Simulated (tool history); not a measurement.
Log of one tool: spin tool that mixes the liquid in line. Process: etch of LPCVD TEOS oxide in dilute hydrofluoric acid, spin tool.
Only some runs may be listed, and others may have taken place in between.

run	hour	temperature setpoint of the liquid (K)	parts of water to one part of 49 % hydrofluoric acid (parts by volume)	time under the liquid (s)	thickness taken off the LPCVD TEOS oxide on a monitor wafer (nm)
1	0.0	296.15	280	35	3.3256
2	2.5	294.15	280	35	3.1288
3	11.5	296.65	280	35	3.3578
4	12.3	296.65	280	35	3.4207
5	14.0	296.65	240	35	4.1116
6	17.7	296.65	240	25	2.9453
7	21.0	298.65	190	30	4.9802
8	28.5	300.15	165	30	6.3669
9	33.9	301.15	155	30	7.0561
10	37.2	301.65	150	30	7.4524
11	44.9	302.15	145	30	7.9326

What does the tool deliver on the next run?
12	53.2	302.65	140	30	?

thickness taken off the LPCVD TEOS oxide on a monitor wafer (nm): 8.3202
